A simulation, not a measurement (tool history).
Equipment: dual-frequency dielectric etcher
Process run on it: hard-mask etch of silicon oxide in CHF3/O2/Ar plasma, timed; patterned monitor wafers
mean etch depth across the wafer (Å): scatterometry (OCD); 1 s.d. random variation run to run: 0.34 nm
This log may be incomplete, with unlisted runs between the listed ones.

run  hour  source power (kW)  bias power (kW)  etch time (s)  mean etch depth across the wafer (Å)
  1     0                0.8            0.162           37.5                                783.46
  2   2.5                0.8            0.181           37.5                                819.33
  3  11.1                0.8            0.196           37.5                                832.01
  4    18               0.76            0.192           37.5                                803.76
  5  24.1               0.76            0.212           37.5                                839.31
  6  26.6               0.73            0.208           37.5                                821.88
  7  28.1               0.73            0.208           37.5                                824.16
  8  29.3                0.7            0.203           37.5                                   804
  9  36.5               0.67            0.199           37.5                                787.15
 10  38.5               0.65            0.196           37.5                                777.34
 11  42.9               0.63            0.193           37.5                                762.87
 12  44.6               0.61            0.191           37.5                                747.74
 13  53.2               0.61            0.191           37.5                                760.64
 14  57.3               0.59            0.187           37.5                                737.84
 15  64.5               0.58            0.186           37.5                                736.58

What will run 16 give?
 16  68.4               0.57            0.184           37.5                                     ?

mean etch depth across the wafer (Å): 728.5

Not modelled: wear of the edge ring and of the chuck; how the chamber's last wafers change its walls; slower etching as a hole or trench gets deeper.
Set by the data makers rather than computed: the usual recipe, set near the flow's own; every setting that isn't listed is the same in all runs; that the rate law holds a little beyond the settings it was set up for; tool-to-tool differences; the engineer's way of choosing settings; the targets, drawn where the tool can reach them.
